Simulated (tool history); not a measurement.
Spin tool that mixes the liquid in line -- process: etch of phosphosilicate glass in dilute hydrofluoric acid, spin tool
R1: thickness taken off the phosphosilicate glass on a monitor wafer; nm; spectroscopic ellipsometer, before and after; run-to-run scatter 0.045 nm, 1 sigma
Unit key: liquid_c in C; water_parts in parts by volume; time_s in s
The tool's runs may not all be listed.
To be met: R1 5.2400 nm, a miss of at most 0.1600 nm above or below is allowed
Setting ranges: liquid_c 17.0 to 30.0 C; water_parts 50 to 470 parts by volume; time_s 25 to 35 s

Run 1, hour 0.0: liquid_c 22.0 C, water_parts 260 parts by volume, time_s 35 s. Result: R1 9.5651 nm.
Run 2, hour 1.7: liquid_c 23.5 C, water_parts 260 parts by volume, time_s 35 s. Result: R1 10.2310 nm.
Run 3, hour 7.4: liquid_c 22.0 C, water_parts 260 parts by volume, time_s 35 s. Result: R1 9.6888 nm.
Run 4, hour 14.5: liquid_c 22.0 C, water_parts 260 parts by volume, time_s 35 s. Result: R1 9.7007 nm.
Run 5, hour 18.4: liquid_c 22.0 C, water_parts 260 parts by volume, time_s 35 s. Result: R1 9.5286 nm.
Run 6, hour 22.0: liquid_c 21.5 C, water_parts 270 parts by volume, time_s 35 s. Result: R1 9.0475 nm.
Run 7, hour 24.2: liquid_c 21.0 C, water_parts 280 parts by volume, time_s 35 s. Result: R1 8.4864 nm.
Run 8, hour 26.6: liquid_c 20.5 C, water_parts 290 parts by volume, time_s 35 s. Result: R1 7.8941 nm.

Of the 5 settings listed for the next run, only one would bring every result within its allowed miss of target. Which one?
Run A, hour 29.0: liquid_c 22.0 C, water_parts 240 parts by volume, time_s 35 s. Result: R1 ?.
Run B, hour 29.0: liquid_c 18.5 C, water_parts 340 parts by volume, time_s 25 s. Result: R1 ?.
Run C, hour 29.0: liquid_c 23.0 C, water_parts 235 parts by volume, time_s 35 s. Result: R1 ?.
Run D, hour 29.0: liquid_c 22.0 C, water_parts 305 parts by volume, time_s 25 s. Result: R1 ?.
Run E, hour 29.0: liquid_c 19.5 C, water_parts 385 parts by volume, time_s 35 s. Result: R1 ?.

move       R1
   A  10.5750
   B   4.2836
   C  11.2600
   D   5.5855
   E   5.2876
A: the biggest miss grows against the last run
B: moves the result that the last run missed by most past its target, out the other side
C: the biggest miss grows against the last run
D: an improvement on the last run, though not all results are within tolerance
E: meets every target
Answer: E
